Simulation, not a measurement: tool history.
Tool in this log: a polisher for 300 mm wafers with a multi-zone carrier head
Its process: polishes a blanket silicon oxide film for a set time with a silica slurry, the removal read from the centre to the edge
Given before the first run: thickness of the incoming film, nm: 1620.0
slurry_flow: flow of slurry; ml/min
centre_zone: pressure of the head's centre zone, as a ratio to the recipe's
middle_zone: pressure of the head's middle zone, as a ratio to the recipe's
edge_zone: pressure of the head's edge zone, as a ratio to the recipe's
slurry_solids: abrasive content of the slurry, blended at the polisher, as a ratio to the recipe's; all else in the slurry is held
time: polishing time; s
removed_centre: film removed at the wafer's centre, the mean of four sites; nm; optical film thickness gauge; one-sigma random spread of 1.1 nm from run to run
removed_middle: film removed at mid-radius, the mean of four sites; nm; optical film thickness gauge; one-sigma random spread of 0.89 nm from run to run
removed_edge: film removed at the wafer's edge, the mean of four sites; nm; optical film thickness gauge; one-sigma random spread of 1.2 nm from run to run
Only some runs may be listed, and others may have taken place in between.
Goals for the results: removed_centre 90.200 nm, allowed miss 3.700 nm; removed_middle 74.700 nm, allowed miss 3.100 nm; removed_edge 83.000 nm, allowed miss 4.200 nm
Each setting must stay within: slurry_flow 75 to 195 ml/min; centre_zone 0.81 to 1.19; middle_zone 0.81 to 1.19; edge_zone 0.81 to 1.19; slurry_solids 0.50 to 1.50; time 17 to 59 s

{"run": 1, "hour": 0.0, "slurry_flow": 125, "centre_zone": 1.0, "middle_zone": 1.0, "edge_zone": 1.0, "slurry_solids": 1.0, "time": 38, "removed_centre": 118.75, "removed_middle": 127.67, "removed_edge": 121.82}
{"run": 2, "hour": 1.0, "slurry_flow": 125, "centre_zone": 1.0, "middle_zone": 0.92, "edge_zone": 1.0, "slurry_solids": 1.0, "time": 38, "removed_centre": 119.94, "removed_middle": 119.38, "removed_edge": 122.69}
{"run": 3, "hour": 6.1, "slurry_flow": 95, "centre_zone": 1.0, "middle_zone": 0.92, "edge_zone": 1.0, "slurry_solids": 1.0, "time": 38, "removed_centre": 109.08, "removed_middle": 110.38, "removed_edge": 116.5}
{"run": 4, "hour": 14.9, "slurry_flow": 95, "centre_zone": 1.0, "middle_zone": 0.92, "edge_zone": 0.96, "slurry_solids": 1.0, "time": 38, "removed_centre": 109.38, "removed_middle": 110.78, "removed_edge": 115.45}
{"run": 5, "hour": 18.3, "slurry_flow": 95, "centre_zone": 1.0, "middle_zone": 0.92, "edge_zone": 0.96, "slurry_solids": 1.0, "time": 30, "removed_centre": 86.589, "removed_middle": 87.13, "removed_edge": 89.773}
{"run": 6, "hour": 22.0, "slurry_flow": 95, "centre_zone": 1.0, "middle_zone": 0.92, "edge_zone": 0.93, "slurry_solids": 1.0, "time": 30, "removed_centre": 86.352, "removed_middle": 86.588, "removed_edge": 89.695}
{"run": 7, "hour": 26.0, "slurry_flow": 95, "centre_zone": 1.03, "middle_zone": 0.9, "edge_zone": 0.92, "slurry_solids": 0.95, "time": 30, "removed_centre": 87.612, "removed_middle": 82.395, "removed_edge": 85.387}
{"run": 8, "hour": 29.0, "slurry_flow": 90, "centre_zone": 1.04, "middle_zone": 0.88, "edge_zone": 0.92, "slurry_solids": 0.95, "time": 30, "removed_centre": 85.876, "removed_middle": 79.993, "removed_edge": 85.858}
{"run": 9, "hour": 33.0, "slurry_flow": 90, "centre_zone": 1.06, "middle_zone": 0.87, "edge_zone": 0.91, "slurry_solids": 0.95, "time": 30, "removed_centre": 87.784, "removed_middle": 77.967, "removed_edge": 83.52}
{"run": 10, "hour": 38.1, "slurry_flow": 90, "centre_zone": 1.07, "middle_zone": 0.86, "edge_zone": 0.91, "slurry_solids": 0.95, "time": 30, "removed_centre": 85.625, "removed_middle": 77.149, "removed_edge": 83.965}

Which one of the following 4 next-run settings gets every result inside its allowed miss? There is exactly one.
{"run": "A", "hour": 43.2, "slurry_flow": 75, "centre_zone": 1.04, "middle_zone": 0.88, "edge_zone": 0.92, "slurry_solids": 0.85, "time": 36, "removed_centre": "?", "removed_middle": "?", "removed_edge": "?"}
{"run": "B", "hour": 43.2, "slurry_flow": 120, "centre_zone": 1.19, "middle_zone": 0.89, "edge_zone": 0.88, "slurry_solids": 0.75, "time": 33, "removed_centre": "?", "removed_middle": "?", "removed_edge": "?"}
{"run": "C", "hour": 43.2, "slurry_flow": 80, "centre_zone": 1.14, "middle_zone": 0.83, "edge_zone": 0.89, "slurry_solids": 1.05, "time": 29, "removed_centre": "?", "removed_middle": "?", "removed_edge": "?"}
{"run": "D", "hour": 43.2, "slurry_flow": 100, "centre_zone": 0.97, "middle_zone": 0.81, "edge_zone": 0.93, "slurry_solids": 1.25, "time": 28, "removed_centre": "?", "removed_middle": "?", "removed_edge": "?"}

move=A removed_centre=89.685 removed_middle=83.376 removed_edge=93.122
move=B removed_centre=101.140 removed_middle=81.961 removed_edge=84.644
move=C removed_centre=91.464 removed_middle=74.222 removed_edge=85.007
move=D removed_centre=90.518 removed_middle=82.453 removed_edge=95.832
A: the worst result of the last run now meets its target, but another is out of spec
B: moves the result that the last run missed by most past its target, out the other side
C: every result lands within tolerance
D: the worst result of the last run now meets its target, but another is out of spec
Correct choice: C, which meets every target

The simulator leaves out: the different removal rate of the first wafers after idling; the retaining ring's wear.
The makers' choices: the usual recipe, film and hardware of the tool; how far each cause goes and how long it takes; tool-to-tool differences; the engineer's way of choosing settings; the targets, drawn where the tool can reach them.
